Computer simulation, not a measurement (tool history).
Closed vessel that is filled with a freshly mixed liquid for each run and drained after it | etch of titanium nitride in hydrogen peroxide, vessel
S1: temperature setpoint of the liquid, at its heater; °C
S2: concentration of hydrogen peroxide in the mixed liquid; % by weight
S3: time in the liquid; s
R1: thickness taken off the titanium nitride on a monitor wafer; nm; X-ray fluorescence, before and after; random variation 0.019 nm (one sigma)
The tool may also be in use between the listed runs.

{"run": 1, "day": 0.0, "S1": 47, "S2": 20, "S3": 195, "R1": 8.8399}
{"run": 2, "day": 0.042, "S1": 47, "S2": 24, "S3": 195, "R1": 9.259}
{"run": 3, "day": 0.108, "S1": 45, "S2": 24, "S3": 195, "R1": 7.9536}
{"run": 4, "day": 0.3, "S1": 45, "S2": 24, "S3": 120, "R1": 4.922}
{"run": 5, "day": 0.446, "S1": 52, "S2": 24, "S3": 120, "R1": 8.1919}
{"run": 6, "day": 0.5, "S1": 49.5, "S2": 24, "S3": 120, "R1": 6.8198}

The next listed run, before its measurement:
{"run": 7, "day": 0.783, "S1": 48, "S2": 24, "S3": 120, "R1": "?"}

{"run 7": {"R1": 6.1393}}

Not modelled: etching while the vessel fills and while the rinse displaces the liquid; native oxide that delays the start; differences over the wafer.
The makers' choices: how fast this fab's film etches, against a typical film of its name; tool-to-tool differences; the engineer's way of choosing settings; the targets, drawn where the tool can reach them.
